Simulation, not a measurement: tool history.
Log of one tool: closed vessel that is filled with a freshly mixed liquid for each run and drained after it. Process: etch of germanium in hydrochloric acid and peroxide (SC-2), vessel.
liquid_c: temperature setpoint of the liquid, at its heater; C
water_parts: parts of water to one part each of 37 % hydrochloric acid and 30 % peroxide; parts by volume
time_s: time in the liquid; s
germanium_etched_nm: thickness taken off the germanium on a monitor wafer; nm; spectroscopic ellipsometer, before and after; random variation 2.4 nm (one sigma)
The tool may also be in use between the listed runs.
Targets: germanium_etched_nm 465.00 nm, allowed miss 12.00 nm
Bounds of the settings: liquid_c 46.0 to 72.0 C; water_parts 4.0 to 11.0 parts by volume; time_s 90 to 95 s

run  hour  liquid_c  water_parts  time_s  germanium_etched_nm
  1   0.0      62.0          6.0      90               361.19
  2   1.8      62.0          6.0      90               362.25
  3   9.2      62.0          6.0      90               359.63
  4  12.3      63.5          6.0      90               379.72
  5  21.0      63.5          6.0      90               379.33
  6  22.8      56.5          6.0      90               305.81
  7  23.8      58.5          6.0      90               329.36
  8  32.8      60.5          6.0      90               347.98
  9  37.6      62.0          6.0      90               362.22
 10  41.3      63.5          6.0      90               379.10
 11  46.0      64.5          6.0      90               388.54
 12  52.8      65.5          6.0      90               399.61
 13  56.1      66.5          6.0      90               415.85
 14  59.8      67.0          6.0      90               417.37
     60.7  -- chemicals flow meter replaced
 15  60.7      67.5          6.0      90               424.59
 16  67.3      68.0          6.0      90               435.10
 17  69.2      68.5          6.0      90               440.77

Which of these 4 next moves meets every target?
  A  71.1      71.5          6.0      95                    ?
  B  71.1      68.5          6.0      95                    ?
  C  71.1      71.0          5.5      95                    ?
  D  71.1      72.0          5.5      90                    ?

move  germanium_etched_nm
   A               508.41
   B               467.27
   C               503.78
   D               490.78
A: takes the result that was furthest off past its target
B: meets every target
C: takes the result that was furthest off past its target
D: takes the result that was furthest off past its target
The right move is B.

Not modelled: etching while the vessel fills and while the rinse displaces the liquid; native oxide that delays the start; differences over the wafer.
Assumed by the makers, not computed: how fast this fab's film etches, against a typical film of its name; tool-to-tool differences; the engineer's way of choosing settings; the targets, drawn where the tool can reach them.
